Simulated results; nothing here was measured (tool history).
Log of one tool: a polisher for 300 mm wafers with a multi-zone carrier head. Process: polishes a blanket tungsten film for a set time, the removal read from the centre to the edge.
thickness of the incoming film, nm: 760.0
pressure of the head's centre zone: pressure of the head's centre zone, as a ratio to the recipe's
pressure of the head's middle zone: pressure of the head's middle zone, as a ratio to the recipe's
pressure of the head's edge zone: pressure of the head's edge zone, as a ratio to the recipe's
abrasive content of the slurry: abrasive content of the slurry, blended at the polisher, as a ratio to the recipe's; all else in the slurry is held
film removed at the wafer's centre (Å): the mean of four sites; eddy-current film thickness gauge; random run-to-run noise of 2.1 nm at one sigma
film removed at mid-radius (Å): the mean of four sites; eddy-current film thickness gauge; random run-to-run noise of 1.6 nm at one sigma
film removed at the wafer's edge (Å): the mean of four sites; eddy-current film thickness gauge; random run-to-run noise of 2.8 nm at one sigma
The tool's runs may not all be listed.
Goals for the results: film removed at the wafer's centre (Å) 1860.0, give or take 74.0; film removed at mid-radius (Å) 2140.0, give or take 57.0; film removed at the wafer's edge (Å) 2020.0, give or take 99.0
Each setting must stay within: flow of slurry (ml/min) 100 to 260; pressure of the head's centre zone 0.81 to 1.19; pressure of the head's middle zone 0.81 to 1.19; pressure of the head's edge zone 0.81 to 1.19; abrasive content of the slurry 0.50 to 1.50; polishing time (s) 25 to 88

run	hour	flow of slurry (ml/min)	pressure of the head's centre zone	pressure of the head's middle zone	pressure of the head's edge zone	abrasive content of the slurry	polishing time (s)	film removed at the wafer's centre (Å)	film removed at mid-radius (Å)	film removed at the wafer's edge (Å)
1	0.0	165	1.00	1.00	1.00	1.00	56	2195.2	2212.3	2232.6
2	7.6	155	0.97	1.01	0.98	0.95	56	2126.9	2188.7	2225.4
3	15.9	155	0.95	1.04	0.96	0.85	55	1932.0	2170.9	2083.6
4	19.4	150	0.95	1.04	0.95	0.85	55	1964.0	2144.4	2066.0
5	22.5	150	0.94	1.04	0.94	0.85	55	1958.4	2189.5	2064.9
6	23.1	150	0.99	1.04	0.94	0.85	55	2047.7	2143.0	2073.5
7	29.9	145	0.97	1.04	0.94	0.85	55	2023.6	2154.5	2044.2
# hour 36.9: slurry nozzle cleaned
8	36.9	145	0.95	1.04	0.94	0.85	55	1969.3	2219.5	2104.2

Consider the 4 candidate settings below. Which is the only one whose results all fall within their allowed miss of target?
A	43.9	110	0.90	1.03	0.89	1.25	51	?	?	?
B	43.9	150	1.02	1.06	0.97	0.60	57	?	?	?
C	43.9	170	0.97	1.09	0.92	0.80	55	?	?	?
D	43.9	130	0.98	0.93	1.03	0.75	59	?	?	?

move	film removed at the wafer's centre (Å)	film removed at mid-radius (Å)	film removed at the wafer's edge (Å)
A	1836.2	2133.8	2001.5
B	2101.4	2193.7	2071.3
C	2060.5	2313.6	2071.8
D	2134.9	2084.2	2275.5
A: in spec on every target
B: lands further from the targets than the last run did
C: lands further from the targets than the last run did
D: lands further from the targets than the last run did
Answer: A

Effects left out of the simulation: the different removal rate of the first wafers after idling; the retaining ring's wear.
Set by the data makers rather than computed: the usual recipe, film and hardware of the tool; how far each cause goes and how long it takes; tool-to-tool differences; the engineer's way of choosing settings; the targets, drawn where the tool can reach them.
